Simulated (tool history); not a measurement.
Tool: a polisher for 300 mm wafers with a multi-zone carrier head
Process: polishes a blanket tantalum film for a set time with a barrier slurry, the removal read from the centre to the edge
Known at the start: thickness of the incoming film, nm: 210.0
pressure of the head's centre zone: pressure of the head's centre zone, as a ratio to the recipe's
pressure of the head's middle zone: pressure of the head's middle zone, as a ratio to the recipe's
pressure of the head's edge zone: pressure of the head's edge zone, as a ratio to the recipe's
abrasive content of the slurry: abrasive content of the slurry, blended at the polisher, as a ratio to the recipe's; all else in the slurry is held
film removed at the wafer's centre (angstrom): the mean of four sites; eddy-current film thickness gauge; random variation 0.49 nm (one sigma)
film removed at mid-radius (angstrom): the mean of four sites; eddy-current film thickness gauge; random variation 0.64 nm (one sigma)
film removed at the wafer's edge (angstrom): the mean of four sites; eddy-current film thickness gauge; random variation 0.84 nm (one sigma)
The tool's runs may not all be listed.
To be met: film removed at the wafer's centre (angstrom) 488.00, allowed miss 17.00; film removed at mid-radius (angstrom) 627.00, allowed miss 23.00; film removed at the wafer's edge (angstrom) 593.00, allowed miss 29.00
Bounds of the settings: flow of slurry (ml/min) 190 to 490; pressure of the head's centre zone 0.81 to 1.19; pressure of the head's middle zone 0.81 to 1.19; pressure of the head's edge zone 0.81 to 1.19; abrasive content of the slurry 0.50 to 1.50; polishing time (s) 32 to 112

run  hour  flow of slurry (ml/min)  pressure of the head's centre zone  pressure of the head's middle zone  pressure of the head's edge zone  abrasive content of the slurry  polishing time (s)  film removed at the wafer's centre (angstrom)  film removed at mid-radius (angstrom)  film removed at the wafer's edge (angstrom)
  1   0.0                      315                                1.00                                1.00                              1.00                            1.00                  72                                         779.81                                 811.66                                       806.10
  2   3.9                      315                                1.03                                1.00                              1.00                            1.00                  72                                         813.06                                 801.47                                       797.84
  3  12.9                      315                                0.98                                1.00                              0.97                            0.85                  69                                         704.02                                 719.82                                       715.56
  4  13.8                      315                                0.98                                1.00                              0.97                            0.85                  54                                         537.81                                 565.98                                       561.68
  5  16.0                      315                                0.95                                1.02                              0.99                            0.85                  54                                         528.15                                 583.70                                       551.24
  6  22.2                      305                                0.91                                1.01                              1.01                            0.95                  54                                         524.10                                 594.00                                       589.30
  7  30.6                      305                                0.89                                1.02                              1.02                            0.95                  54                                         515.10                                 598.78                                       581.61
  8  34.0                      300                                0.87                                1.03                              1.03                            0.95                  54                                         502.34                                 588.93                                       587.94

5 next moves are on the table. One of them brings every result within its allowed miss. Which?
  A  37.4                      305                                0.85                                1.14                              0.97                            0.90                  50                                              ?                                      ?                                            ?
  B  37.4                      310                                0.81                                1.03                              1.11                            0.80                  55                                              ?                                      ?                                            ?
  C  37.4                      220                                0.82                                1.07                              1.02                            1.05                  55                                              ?                                      ?                                            ?
  D  37.4                      345                                0.91                                1.19                              0.91                            1.00                  49                                              ?                                      ?                                            ?
  E  37.4                      365                                0.89                                1.16                              1.01                            0.95                  46                                              ?                                      ?                                            ?

move  film removed at the wafer's centre (angstrom)  film removed at mid-radius (angstrom)  film removed at the wafer's edge (angstrom)
   A                                         446.32                                 589.90                                       517.39
   B                                         447.64                                 574.79                                       583.03
   C                                         480.78                                 630.02                                       599.67
   D                                         491.26                                 625.82                                       513.71
   E                                         445.37                                 568.55                                       499.91
A: further off than the last run
B: further off than the last run
C: meets every target
D: brings the result that was furthest off to its target, and leaves another outside
E: further off than the last run
Move C is the one to make.

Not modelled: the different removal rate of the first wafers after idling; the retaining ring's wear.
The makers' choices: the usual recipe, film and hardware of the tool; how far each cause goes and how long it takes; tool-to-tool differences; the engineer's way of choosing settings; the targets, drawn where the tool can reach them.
